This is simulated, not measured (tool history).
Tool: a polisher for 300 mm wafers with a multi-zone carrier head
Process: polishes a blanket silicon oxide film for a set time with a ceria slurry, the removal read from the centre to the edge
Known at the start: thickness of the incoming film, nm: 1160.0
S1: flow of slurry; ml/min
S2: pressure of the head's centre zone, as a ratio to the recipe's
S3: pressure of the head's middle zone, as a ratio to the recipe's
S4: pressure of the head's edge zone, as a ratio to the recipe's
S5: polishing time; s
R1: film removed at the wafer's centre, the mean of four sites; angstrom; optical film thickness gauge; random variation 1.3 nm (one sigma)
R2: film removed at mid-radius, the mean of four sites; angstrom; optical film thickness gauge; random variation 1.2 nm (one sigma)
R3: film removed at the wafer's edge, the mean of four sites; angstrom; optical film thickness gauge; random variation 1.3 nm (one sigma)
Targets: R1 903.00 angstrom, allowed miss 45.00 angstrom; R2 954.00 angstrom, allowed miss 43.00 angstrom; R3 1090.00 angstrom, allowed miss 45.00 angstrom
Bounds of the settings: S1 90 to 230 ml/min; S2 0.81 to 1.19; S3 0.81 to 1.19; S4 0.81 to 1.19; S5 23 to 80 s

{"run": 1, "hour": 0.0, "S1": 150, "S2": 1.0, "S3": 1.0, "S4": 1.0, "S5": 51, "R1": 2066.5, "R2": 2095.4, "R3": 2147.5}
{"run": 2, "hour": 5.2, "S1": 150, "S2": 0.93, "S3": 1.0, "S4": 1.0, "S5": 51, "R1": 1842.3, "R2": 2047.4, "R3": 2127.6}
{"run": 3, "hour": 7.5, "S1": 140, "S2": 0.92, "S3": 0.98, "S4": 0.98, "S5": 46, "R1": 1629.4, "R2": 1792.3, "R3": 1889.5}
{"run": 4, "hour": 16.5, "S1": 135, "S2": 0.91, "S3": 0.96, "S4": 0.96, "S5": 42, "R1": 1505.0, "R2": 1608.3, "R3": 1721.5}
{"run": 5, "hour": 20.3, "S1": 135, "S2": 0.91, "S3": 0.96, "S4": 1.05, "S5": 42, "R1": 1488.0, "R2": 1632.8, "R3": 1746.7}
{"run": 6, "hour": 29.1, "S1": 135, "S2": 0.91, "S3": 0.96, "S4": 1.05, "S5": 54, "R1": 1881.4, "R2": 2113.3, "R3": 2265.0}
{"run": 7, "hour": 32.0, "S1": 130, "S2": 0.9, "S3": 0.95, "S4": 1.04, "S5": 49, "R1": 1679.3, "R2": 1873.7, "R3": 2021.8}
{"run": 8, "hour": 37.8, "S1": 125, "S2": 0.89, "S3": 0.94, "S4": 1.02, "S5": 45, "R1": 1521.7, "R2": 1688.2, "R3": 1827.9}
{"run": 9, "hour": 46.0, "S1": 120, "S2": 0.88, "S3": 0.93, "S4": 1.01, "S5": 41, "R1": 1363.5, "R2": 1483.0, "R3": 1650.7}
{"run": 10, "hour": 50.7, "S1": 120, "S2": 0.88, "S3": 0.93, "S4": 1.0, "S5": 38, "R1": 1267.3, "R2": 1430.2, "R3": 1517.5}
{"run": 11, "hour": 54.2, "S1": 120, "S2": 0.88, "S3": 0.91, "S4": 1.0, "S5": 36, "R1": 1230.6, "R2": 1275.2, "R3": 1487.1}
{"run": 12, "hour": 58.5, "S1": 105, "S2": 0.83, "S3": 0.93, "S4": 0.9, "S5": 23, "R1": 710.95, "R2": 823.31, "R3": 877.97}
{"run": 13, "hour": 60.5, "S1": 105, "S2": 0.83, "S3": 0.93, "S4": 0.9, "S5": 23, "R1": 696.54, "R2": 824.19, "R3": 878.38}
{"run": 14, "hour": 68.7, "S1": 115, "S2": 0.83, "S3": 0.92, "S4": 0.91, "S5": 23, "R1": 711.15, "R2": 833.5, "R3": 867.42}
{"run": 15, "hour": 77.5, "S1": 110, "S2": 0.84, "S3": 0.92, "S4": 0.93, "S5": 23, "R1": 726.37, "R2": 831.05, "R3": 873.77}
{"run": 16, "hour": 79.6, "S1": 110, "S2": 0.84, "S3": 0.91, "S4": 0.95, "S5": 24, "R1": 774.06, "R2": 851.02, "R3": 944.83}
{"run": 17, "hour": 85.5, "S1": 110, "S2": 0.84, "S3": 0.91, "S4": 0.97, "S5": 24, "R1": 753.96, "R2": 846.61, "R3": 949.33}
{"run": 18, "hour": 92.1, "S1": 115, "S2": 0.85, "S3": 0.91, "S4": 0.98, "S5": 24, "R1": 775.63, "R2": 873.0, "R3": 976.29}
{"run": 19, "hour": 94.0, "S1": 120, "S2": 0.86, "S3": 0.91, "S4": 0.99, "S5": 24, "R1": 783.31, "R2": 860.66, "R3": 963.97}
{"run": 20, "hour": 96.1, "S1": 130, "S2": 0.89, "S3": 0.91, "S4": 1.05, "S5": 31, "R1": 1055.0, "R2": 1114.2, "R3": 1291.8}
{"run": 21, "hour": 101.9, "S1": 130, "S2": 0.88, "S3": 0.91, "S4": 1.03, "S5": 31, "R1": 1067.0, "R2": 1139.2, "R3": 1284.2}
{"run": 22, "hour": 102.8, "S1": 110, "S2": 0.85, "S3": 0.86, "S4": 0.99, "S5": 23, "R1": 739.72, "R2": 787.41, "R3": 914.8}
{"run": 23, "hour": 104.0, "S1": 115, "S2": 0.86, "S3": 0.87, "S4": 1.0, "S5": 23, "R1": 740.31, "R2": 776.78, "R3": 917.1}
{"run": 24, "hour": 109.2, "S1": 120, "S2": 0.87, "S3": 0.88, "S4": 1.01, "S5": 23, "R1": 754.38, "R2": 822.07, "R3": 917.73}
{"run": 25, "hour": 114.7, "S1": 120, "S2": 0.87, "S3": 0.88, "S4": 1.01, "S5": 23, "R1": 757.58, "R2": 794.75, "R3": 923.47}
{"run": 26, "hour": 121.8, "S1": 125, "S2": 0.88, "S3": 0.89, "S4": 1.03, "S5": 23, "R1": 773.97, "R2": 824.49, "R3": 950.47}
{"run": 27, "hour": 127.2, "S1": 130, "S2": 0.89, "S3": 0.9, "S4": 1.04, "S5": 23, "R1": 780.73, "R2": 837.07, "R3": 959.33}
{"hour": 132.1, "done": "slurry nozzle cleaned"}
{"run": 28, "hour": 132.1, "S1": 135, "S2": 0.9, "S3": 0.9, "S4": 1.05, "S5": 23, "R1": 877.79, "R2": 890.72, "R3": 1011.3}
{"run": 29, "hour": 140.9, "S1": 135, "S2": 0.9, "S3": 0.9, "S4": 1.06, "S5": 23, "R1": 865.55, "R2": 885.53, "R3": 1018.2}
{"run": 30, "hour": 149.5, "S1": 135, "S2": 0.9, "S3": 0.9, "S4": 1.06, "S5": 23, "R1": 843.15, "R2": 886.16, "R3": 1018.3}

5 next moves are on the table. One of them brings every result within its allowed miss. Which?
{"run": "A", "hour": 158.1, "S1": 175, "S2": 0.87, "S3": 0.88, "S4": 1.06, "S5": 24, "R1": "?", "R2": "?", "R3": "?"}
{"run": "B", "hour": 158.1, "S1": 105, "S2": 0.87, "S3": 0.81, "S4": 1.19, "S5": 24, "R1": "?", "R2": "?", "R3": "?"}
{"run": "C", "hour": 158.1, "S1": 125, "S2": 0.87, "S3": 1.0, "S4": 1.11, "S5": 23, "R1": "?", "R2": "?", "R3": "?"}
{"run": "D", "hour": 158.1, "S1": 125, "S2": 0.81, "S3": 0.82, "S4": 1.19, "S5": 24, "R1": "?", "R2": "?", "R3": "?"}
{"run": "E", "hour": 158.1, "S1": 135, "S2": 0.85, "S3": 1.08, "S4": 0.99, "S5": 23, "R1": "?", "R2": "?", "R3": "?"}

move=A R1=929.52 R2=941.47 R3=1088.20
move=B R1=865.12 R2=825.60 R3=1104.60
move=C R1=851.37 R2=963.62 R3=1034.70
move=D R1=825.53 R2=852.90 R3=1121.90
move=E R1=841.20 R2=1039.00 R3=983.48
A: meets every target
B: brings the result that was furthest off to its target, and leaves another outside
C: nearer than the last run, and not there yet
D: brings the result that was furthest off to its target, and leaves another outside
E: further off than the last run
Move A is the one to make.
